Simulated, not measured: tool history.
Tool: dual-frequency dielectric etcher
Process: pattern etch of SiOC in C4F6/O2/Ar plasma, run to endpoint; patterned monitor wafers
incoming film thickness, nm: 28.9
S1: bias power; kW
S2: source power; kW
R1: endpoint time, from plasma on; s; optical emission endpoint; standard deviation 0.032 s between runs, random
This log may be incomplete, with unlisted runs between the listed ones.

{"run": 1, "hour": 0.0, "S1": 0.549, "S2": 0.33, "R1": 10.667}
{"run": 2, "hour": 1.5, "S1": 0.615, "S2": 0.34, "R1": 10.175}
{"run": 3, "hour": 5.1, "S1": 0.615, "S2": 0.36, "R1": 9.855}
{"run": 4, "hour": 13.7, "S1": 0.615, "S2": 0.31, "R1": 10.702}
{"run": 5, "hour": 18.2, "S1": 0.659, "S2": 0.33, "R1": 10.129}
{"run": 6, "hour": 19.8, "S1": 0.69, "S2": 0.34, "R1": 9.8682}

Run 7 comes next. What will it give?
{"run": 7, "hour": 20.3, "S1": 0.712, "S2": 0.35, "R1": "?"}

R1: 9.5685 s
